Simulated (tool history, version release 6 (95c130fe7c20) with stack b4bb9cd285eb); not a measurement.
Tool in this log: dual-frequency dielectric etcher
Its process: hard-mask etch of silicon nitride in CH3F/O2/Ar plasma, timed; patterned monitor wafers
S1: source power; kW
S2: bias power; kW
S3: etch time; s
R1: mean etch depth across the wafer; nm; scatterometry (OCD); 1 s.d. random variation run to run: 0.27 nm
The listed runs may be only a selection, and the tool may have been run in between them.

run	day	S1	S2	S3	R1
1	0	0.33	0.058	86.5	55.191
2	0.054	0.38	0.058	86.5	58.872
3	0.179	0.35	0.057	86.5	56.087
4	0.538	0.33	0.056	86.5	54.04
5	0.846	0.33	0.059	86.5	55.258
6	1.192	0.38	0.059	86.5	58.699
7	1.492	0.35	0.058	86.5	57.176
8	1.733	0.33	0.057	86.5	54.864
9	1.929	0.31	0.056	86.5	52.385
10	1.992	0.3	0.056	86.5	51.558

Expected results for the next run?
11	2.175	0.29	0.056	86.5	?

Run 11 produced R1 51.528 nm.

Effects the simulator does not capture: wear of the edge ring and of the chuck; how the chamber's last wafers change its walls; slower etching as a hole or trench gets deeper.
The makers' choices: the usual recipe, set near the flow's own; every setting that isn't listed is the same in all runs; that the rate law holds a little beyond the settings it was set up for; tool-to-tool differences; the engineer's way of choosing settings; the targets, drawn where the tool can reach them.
